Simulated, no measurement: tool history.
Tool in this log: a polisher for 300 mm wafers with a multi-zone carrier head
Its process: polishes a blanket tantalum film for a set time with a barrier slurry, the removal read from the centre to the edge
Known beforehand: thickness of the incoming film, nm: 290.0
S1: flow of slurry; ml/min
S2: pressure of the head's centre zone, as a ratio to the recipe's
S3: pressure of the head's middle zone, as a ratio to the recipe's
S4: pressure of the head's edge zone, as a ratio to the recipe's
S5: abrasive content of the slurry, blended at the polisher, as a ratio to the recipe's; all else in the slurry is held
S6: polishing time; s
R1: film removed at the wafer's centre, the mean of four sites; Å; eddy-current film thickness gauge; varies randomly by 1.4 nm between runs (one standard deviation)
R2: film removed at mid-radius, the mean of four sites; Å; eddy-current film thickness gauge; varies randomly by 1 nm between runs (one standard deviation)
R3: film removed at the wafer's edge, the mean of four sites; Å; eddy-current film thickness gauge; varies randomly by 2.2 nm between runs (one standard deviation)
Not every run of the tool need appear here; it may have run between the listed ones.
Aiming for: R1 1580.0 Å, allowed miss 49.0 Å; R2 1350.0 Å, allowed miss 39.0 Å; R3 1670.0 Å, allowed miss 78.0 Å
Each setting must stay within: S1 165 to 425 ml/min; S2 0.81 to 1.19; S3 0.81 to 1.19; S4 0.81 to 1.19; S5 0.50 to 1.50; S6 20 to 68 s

Run 1, hour 0.0: S1 275 ml/min, S2 1.00, S3 1.00, S4 1.00, S5 1.00, S6 44 s. Result: R1 1200.3 Å, R2 1239.8 Å, R3 1265.0 Å.
Run 2, hour 4.1: S1 275 ml/min, S2 1.00, S3 1.00, S4 1.00, S5 1.10, S6 44 s. Result: R1 1259.8 Å, R2 1263.2 Å, R3 1281.6 Å.
Run 3, hour 5.9: S1 275 ml/min, S2 1.00, S3 1.00, S4 1.04, S5 1.10, S6 44 s. Result: R1 1247.1 Å, R2 1273.1 Å, R3 1326.2 Å.
Run 4, hour 14.0: S1 275 ml/min, S2 1.01, S3 0.99, S4 1.06, S5 1.15, S6 44 s. Result: R1 1286.5 Å, R2 1279.9 Å, R3 1360.9 Å.
Run 5, hour 21.3: S1 275 ml/min, S2 1.02, S3 0.98, S4 1.08, S5 1.20, S6 44 s. Result: R1 1314.2 Å, R2 1298.6 Å, R3 1400.4 Å.
Run 6, hour 28.9: S1 280 ml/min, S2 1.03, S3 0.97, S4 1.10, S5 1.25, S6 44 s. Result: R1 1343.7 Å, R2 1314.1 Å, R3 1456.5 Å.
Run 7, hour 30.2: S1 285 ml/min, S2 1.05, S3 0.96, S4 1.11, S5 1.25, S6 44 s. Result: R1 1361.6 Å, R2 1286.4 Å, R3 1426.5 Å.
Run 8, hour 31.9: S1 280 ml/min, S2 1.06, S3 0.95, S4 1.12, S5 1.30, S6 44 s. Result: R1 1409.6 Å, R2 1293.4 Å, R3 1418.3 Å.
Run 9, hour 34.5: S1 280 ml/min, S2 1.06, S3 0.95, S4 1.12, S5 1.30, S6 44 s. Result: R1 1388.2 Å, R2 1300.4 Å, R3 1436.2 Å.
Run 10, hour 42.7: S1 290 ml/min, S2 1.06, S3 0.93, S4 1.13, S5 1.35, S6 44 s. Result: R1 1407.5 Å, R2 1280.7 Å, R3 1473.3 Å.
Run 11, hour 46.3: S1 290 ml/min, S2 1.06, S3 0.93, S4 1.13, S5 1.35, S6 44 s. Result: R1 1408.6 Å, R2 1259.6 Å, R3 1465.6 Å.
Run 12, hour 51.4: S1 300 ml/min, S2 1.06, S3 0.93, S4 1.14, S5 1.35, S6 44 s. Result: R1 1429.6 Å, R2 1287.8 Å, R3 1460.4 Å.
Run 13, hour 58.5: S1 290 ml/min, S2 1.06, S3 0.92, S4 1.15, S5 1.35, S6 45 s. Result: R1 1434.0 Å, R2 1278.1 Å, R3 1526.8 Å.
Run 14, hour 61.4: S1 290 ml/min, S2 1.06, S3 0.92, S4 1.16, S5 1.35, S6 45 s. Result: R1 1440.9 Å, R2 1288.3 Å, R3 1518.2 Å.
Run 15, hour 69.2: S1 295 ml/min, S2 1.07, S3 0.90, S4 1.18, S5 1.45, S6 46 s. Result: R1 1517.8 Å, R2 1324.5 Å, R3 1596.9 Å.

Which single option among these 4 for the next run brings every result within its allowed miss of target? Just one does.
Run A, hour 77.0: S1 310 ml/min, S2 1.07, S3 0.88, S4 1.19, S5 1.50, S6 47 s. Result: R1 ?, R2 ?, R3 ?.
Run B, hour 77.0: S1 285 ml/min, S2 1.16, S3 0.93, S4 1.14, S5 1.50, S6 44 s. Result: R1 ?, R2 ?, R3 ?.
Run C, hour 77.0: S1 320 ml/min, S2 0.98, S3 0.86, S4 1.16, S5 1.35, S6 48 s. Result: R1 ?, R2 ?, R3 ?.
Run D, hour 77.0: S1 260 ml/min, S2 1.06, S3 0.98, S4 1.19, S5 1.50, S6 46 s. Result: R1 ?, R2 ?, R3 ?.

move      R1      R2      R3
   A  1598.4  1347.7  1656.3
   B  1602.2  1308.6  1504.9
   C  1467.4  1321.4  1631.6
   D  1517.7  1414.7  1594.5
A: every result lands within tolerance
B: puts the biggest miss on target and leaves a different result outside tolerance
C: its largest miss is bigger than the last run's
D: its largest miss is bigger than the last run's
The move that meets every target is A.
